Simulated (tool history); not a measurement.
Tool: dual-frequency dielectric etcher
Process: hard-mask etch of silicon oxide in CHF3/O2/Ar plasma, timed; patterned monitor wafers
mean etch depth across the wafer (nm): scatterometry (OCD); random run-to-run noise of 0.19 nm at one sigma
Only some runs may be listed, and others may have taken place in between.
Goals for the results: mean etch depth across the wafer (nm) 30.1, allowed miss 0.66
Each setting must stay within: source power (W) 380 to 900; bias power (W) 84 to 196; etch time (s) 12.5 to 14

run,day,source power (W),bias power (W),etch time (s),mean etch depth across the wafer (nm)
1,0,640,140,14,26.419
2,0.325,660,141,14,26.74
3,0.496,660,141,14,26.934
4,0.617,680,142,14,27.264
5,0.862,680,128,14,26.42
6,1.117,680,140,14,26.926
7,1.3,700,142,14,27.539
8,1.617,720,143,14,27.454
9,1.921,740,146,14,28.04
10,2.092,760,147,14,28.582
11,2.371,770,148,14,28.42
12,2.479,780,149,14,28.937
13,2.796,790,150,14,29.246
14,2.983,800,150,14,29.439

Which one of the following 4 next-run settings gets every result inside its allowed miss? There is exactly one.
A,3.171,840,151,14,?
B,3.171,790,135,14,?
C,3.171,900,118,14,?
D,3.171,780,142,13.5,?

move,mean etch depth across the wafer (nm)
A,30.067
B,28.363
C,28.673
D,27.641
A: hits every target within its allowed miss
B: misses by more than the last run did
C: misses by more than the last run did
D: misses by more than the last run did
The move that meets every target is A.

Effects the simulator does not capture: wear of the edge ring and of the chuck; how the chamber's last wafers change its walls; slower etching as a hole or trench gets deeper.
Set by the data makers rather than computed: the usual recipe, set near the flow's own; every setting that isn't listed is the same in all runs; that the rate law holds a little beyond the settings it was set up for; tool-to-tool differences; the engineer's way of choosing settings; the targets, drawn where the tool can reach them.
